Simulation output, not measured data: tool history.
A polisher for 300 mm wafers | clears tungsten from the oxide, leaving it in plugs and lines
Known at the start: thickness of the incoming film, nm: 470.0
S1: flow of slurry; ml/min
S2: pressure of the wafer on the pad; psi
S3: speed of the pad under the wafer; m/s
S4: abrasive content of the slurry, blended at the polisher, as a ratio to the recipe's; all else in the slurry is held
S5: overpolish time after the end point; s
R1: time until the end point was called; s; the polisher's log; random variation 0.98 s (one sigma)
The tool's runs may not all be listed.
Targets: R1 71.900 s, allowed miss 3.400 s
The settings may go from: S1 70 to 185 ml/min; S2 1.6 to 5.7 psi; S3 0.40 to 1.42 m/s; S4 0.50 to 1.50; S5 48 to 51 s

run	hour	S1	S2	S3	S4	S5	R1
1	0.0	120	3.6	0.90	1.00	48	110.750
2	5.8	120	3.9	0.90	1.00	48	105.660
3	10.7	120	4.3	0.90	1.00	48	94.257
4	16.6	120	4.5	0.90	1.00	48	93.078
5	18.0	120	4.5	0.90	1.00	48	92.449
6	25.7	120	4.7	0.90	1.00	48	88.874
7	26.5	120	4.9	0.90	1.00	48	85.926
8	29.7	120	5.1	0.90	1.00	48	83.253
9	32.7	120	5.2	0.90	1.00	48	81.106
10	34.2	120	5.3	0.90	1.00	48	78.596

5 next moves are on the table. One of them brings every result within its allowed miss. Which?
A	35.7	130	5.1	0.90	0.95	48	?
B	35.7	130	4.7	0.86	1.10	48	?
C	35.7	125	5.0	0.82	0.95	48	?
D	35.7	115	5.5	0.98	1.15	48	?
E	35.7	150	5.2	0.76	1.05	48	?

move	R1
A	81.394
B	87.323
C	89.360
D	70.617
E	86.040
A: further off than the last run
B: further off than the last run
C: further off than the last run
D: meets every target
E: further off than the last run
Move D is the one to make.
